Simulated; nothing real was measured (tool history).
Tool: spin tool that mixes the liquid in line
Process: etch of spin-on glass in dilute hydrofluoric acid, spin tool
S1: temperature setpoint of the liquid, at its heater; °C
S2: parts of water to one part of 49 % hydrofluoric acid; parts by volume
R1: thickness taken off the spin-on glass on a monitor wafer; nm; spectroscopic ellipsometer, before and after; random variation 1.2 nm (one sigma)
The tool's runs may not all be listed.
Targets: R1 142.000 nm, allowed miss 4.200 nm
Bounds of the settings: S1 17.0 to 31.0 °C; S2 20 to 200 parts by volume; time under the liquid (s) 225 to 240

{"run": 1, "hour": 0.0, "S1": 23.0, "S2": 110, "time under the liquid (s)": 225, "R1": 75.995}
{"run": 2, "hour": 3.0, "S1": 24.0, "S2": 105, "time under the liquid (s)": 225, "R1": 83.87}
{"run": 3, "hour": 5.8, "S1": 25.0, "S2": 100, "time under the liquid (s)": 225, "R1": 91.889}
{"run": 4, "hour": 9.8, "S1": 28.0, "S2": 100, "time under the liquid (s)": 225, "R1": 104.94}
{"run": 5, "hour": 18.2, "S1": 28.0, "S2": 125, "time under the liquid (s)": 225, "R1": 80.635}
{"run": 6, "hour": 24.1, "S1": 28.5, "S2": 120, "time under the liquid (s)": 225, "R1": 85.11}
{"run": 7, "hour": 31.2, "S1": 29.0, "S2": 115, "time under the liquid (s)": 225, "R1": 91.546}
{"hour": 32.5, "done": "hydrofluoric acid flow meter replaced"}
{"run": 8, "hour": 32.5, "S1": 29.5, "S2": 110, "time under the liquid (s)": 225, "R1": 112.69}
{"run": 9, "hour": 34.5, "S1": 31.0, "S2": 100, "time under the liquid (s)": 225, "R1": 131.7}

Which of these 4 next moves meets every target?
{"run": "A", "hour": 36.5, "S1": 31.0, "S2": 105, "time under the liquid (s)": 240, "R1": "?"}
{"run": "B", "hour": 36.5, "S1": 29.5, "S2": 100, "time under the liquid (s)": 225, "R1": "?"}
{"run": "C", "hour": 36.5, "S1": 29.5, "S2": 105, "time under the liquid (s)": 225, "R1": "?"}
{"run": "D", "hour": 36.5, "S1": 26.5, "S2": 80, "time under the liquid (s)": 225, "R1": "?"}

move=A R1=131.590
move=B R1=123.350
move=C R1=116.660
move=D R1=141.180
A: as far off as the last run
B: further off than the last run
C: further off than the last run
D: meets every target
Answer: D
